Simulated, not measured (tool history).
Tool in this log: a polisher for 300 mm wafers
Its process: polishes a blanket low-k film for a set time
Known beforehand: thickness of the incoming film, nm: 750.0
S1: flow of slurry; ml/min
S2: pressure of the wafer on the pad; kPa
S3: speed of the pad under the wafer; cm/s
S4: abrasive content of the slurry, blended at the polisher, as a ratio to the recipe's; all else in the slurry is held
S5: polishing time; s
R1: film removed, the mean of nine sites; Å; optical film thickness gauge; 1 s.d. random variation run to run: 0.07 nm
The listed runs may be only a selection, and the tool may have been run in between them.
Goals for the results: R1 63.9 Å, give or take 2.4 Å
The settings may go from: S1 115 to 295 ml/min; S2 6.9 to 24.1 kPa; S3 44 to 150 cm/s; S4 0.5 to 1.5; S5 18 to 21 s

run,day,S1,S2,S3,S4,S5,R1
1,0,190,15.2,96,1,21,92.397
2,0.267,190,13.8,96,1,21,84.445
3,0.542,190,13.8,96,1.15,21,87.699
4,0.75,190,15.2,96,1.15,21,94.102
5,1.062,190,17.2,96,1.15,21,108.63
6,1.158,220,17.2,96,1.15,21,111.79
7,1.279,215,15.2,96,1.15,21,96.415
8,1.333,215,13.8,96,1.15,21,85.892
9,1.508,215,13.1,96,1.15,21,84.022
10,1.642,205,9,94,1.15,21,57.005

4 next moves are on the table. One of them brings every result within its allowed miss. Which?
A,1.775,170,6.9,108,1.1,21,?
B,1.775,175,8.3,80,1.2,21,?
C,1.775,235,9.7,100,1.1,21,?
D,1.775,210,8.3,88,1.15,20,?

move,R1
A,46.715
B,47.848
C,63.598
D,48.563
A: further off than the last run
B: further off than the last run
C: each result inside its tolerance
D: further off than the last run
C is the move that brings every result within its allowed miss.
